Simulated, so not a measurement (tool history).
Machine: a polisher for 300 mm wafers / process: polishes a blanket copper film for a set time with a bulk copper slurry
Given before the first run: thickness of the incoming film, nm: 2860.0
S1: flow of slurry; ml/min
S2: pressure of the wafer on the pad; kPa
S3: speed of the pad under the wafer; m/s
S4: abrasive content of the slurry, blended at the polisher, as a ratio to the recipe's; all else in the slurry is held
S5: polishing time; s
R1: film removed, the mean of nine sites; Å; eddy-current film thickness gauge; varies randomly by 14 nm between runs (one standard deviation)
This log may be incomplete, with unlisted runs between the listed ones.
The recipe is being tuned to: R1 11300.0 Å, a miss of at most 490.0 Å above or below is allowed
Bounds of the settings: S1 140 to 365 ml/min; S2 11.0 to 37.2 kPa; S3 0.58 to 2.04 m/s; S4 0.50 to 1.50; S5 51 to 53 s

| run | hour | S1 | S2 | S3 | S4 | S5 | R1 |
|---|---|---|---|---|---|---|---|
| 1 | 0.0 | 235 | 24.1 | 1.30 | 1.00 | 51 | 7470.1 |
| 2 | 8.6 | 235 | 29.0 | 1.30 | 1.00 | 51 | 8958.3 |
| 3 | 13.5 | 235 | 30.3 | 1.30 | 1.00 | 51 | 9411.0 |
| 4 | 14.4 | 235 | 31.0 | 1.30 | 1.00 | 51 | 9391.7 |
|  | 19.5 | slurry blender recalibrated |
| 5 | 19.5 | 235 | 32.4 | 1.30 | 1.00 | 51 | 10292.0 |
| 6 | 24.1 | 235 | 32.4 | 1.30 | 0.90 | 51 | 10479.0 |
| 7 | 26.2 | 235 | 33.1 | 1.30 | 0.90 | 51 | 10345.0 |
| 8 | 29.1 | 235 | 33.8 | 1.30 | 0.90 | 51 | 10673.0 |

Exactly one of the 5 candidate moves below puts every result within its allowed miss. Which one?
| A | 32.0 | 250 | 26.9 | 1.72 | 0.65 | 53 | ? |
| B | 32.0 | 190 | 33.8 | 1.14 | 0.75 | 53 | ? |
| C | 32.0 | 255 | 31.0 | 1.36 | 0.65 | 53 | ? |
| D | 32.0 | 325 | 29.0 | 1.30 | 0.95 | 53 | ? |
| E | 32.0 | 235 | 36.5 | 1.12 | 0.85 | 53 | ? |

| move | R1 |
|---|---|
| A | 11393.0 |
| B | 9558.2 |
| C | 10436.0 |
| D | 10177.0 |
| E | 10569.0 |
A: in spec on every target
B: lands further from the targets than the last run did
C: lands further from the targets than the last run did
D: lands further from the targets than the last run did
E: lands further from the targets than the last run did
The right move is A.

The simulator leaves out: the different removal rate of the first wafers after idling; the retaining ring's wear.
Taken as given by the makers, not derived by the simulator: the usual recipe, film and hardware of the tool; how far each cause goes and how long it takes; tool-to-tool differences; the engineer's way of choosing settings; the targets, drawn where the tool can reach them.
